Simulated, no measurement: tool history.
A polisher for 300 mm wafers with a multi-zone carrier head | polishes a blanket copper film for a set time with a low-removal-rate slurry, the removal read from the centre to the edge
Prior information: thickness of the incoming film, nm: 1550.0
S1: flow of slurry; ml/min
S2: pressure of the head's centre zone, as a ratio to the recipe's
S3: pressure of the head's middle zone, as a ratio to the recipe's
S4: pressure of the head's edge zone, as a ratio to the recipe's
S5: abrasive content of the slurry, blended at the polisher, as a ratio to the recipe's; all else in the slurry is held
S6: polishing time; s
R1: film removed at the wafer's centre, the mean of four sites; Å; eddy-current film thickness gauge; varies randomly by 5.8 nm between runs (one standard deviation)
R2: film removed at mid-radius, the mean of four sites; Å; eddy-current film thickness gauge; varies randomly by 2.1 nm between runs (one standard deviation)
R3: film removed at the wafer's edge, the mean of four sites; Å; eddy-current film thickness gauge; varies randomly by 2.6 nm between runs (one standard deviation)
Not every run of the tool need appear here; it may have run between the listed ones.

run,day,S1,S2,S3,S4,S5,S6,R1,R2,R3
1,0.000,195,1.00,1.00,1.00,1.00,60,2509.3,2581.3,2621.4
2,0.112,210,1.05,0.99,1.04,1.15,63,2984.7,2830.7,2979.6
3,0.358,225,1.08,0.99,1.08,1.25,64,3183.1,2979.6,3152.8
4,0.683,225,1.08,0.95,1.08,1.25,64,3191.3,2868.3,3194.0
5,1.021,225,1.08,0.95,1.04,1.25,64,3136.8,2862.6,3117.5
6,1.233,275,1.08,0.95,1.04,1.25,64,3376.3,2965.8,3199.6
7,1.588,280,1.11,0.95,1.07,1.30,66,3625.9,3058.6,3363.7

Run 8 is up next; what results do you expect?
# day 1.683: slurry nozzle cleaned
8,1.683,285,1.12,0.95,1.09,1.35,68,?,?,?

{"run 8": {"R1": 3891.9, "R2": 3348.6, "R3": 3678.5}}
